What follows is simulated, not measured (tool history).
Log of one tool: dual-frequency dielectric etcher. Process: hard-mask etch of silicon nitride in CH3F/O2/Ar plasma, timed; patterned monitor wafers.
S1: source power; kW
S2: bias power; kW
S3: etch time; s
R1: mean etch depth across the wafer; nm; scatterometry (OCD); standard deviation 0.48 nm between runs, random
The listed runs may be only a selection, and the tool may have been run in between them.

run,hour,S1,S2,S3,R1
1,0,0.4,0.079,163.5,120.98
2,2.4,0.43,0.08,163.5,125.25
3,4.2,0.43,0.08,163.5,124.06
4,7,0.43,0.08,150.5,114.62
5,11.3,0.43,0.08,163.5,123.7
6,13.6,0.45,0.082,163.5,126.29

Estimate the outcome of run 7 from the log above:
7,17.7,0.47,0.083,163.5,?

{"run 7": {"R1": 128.5}}

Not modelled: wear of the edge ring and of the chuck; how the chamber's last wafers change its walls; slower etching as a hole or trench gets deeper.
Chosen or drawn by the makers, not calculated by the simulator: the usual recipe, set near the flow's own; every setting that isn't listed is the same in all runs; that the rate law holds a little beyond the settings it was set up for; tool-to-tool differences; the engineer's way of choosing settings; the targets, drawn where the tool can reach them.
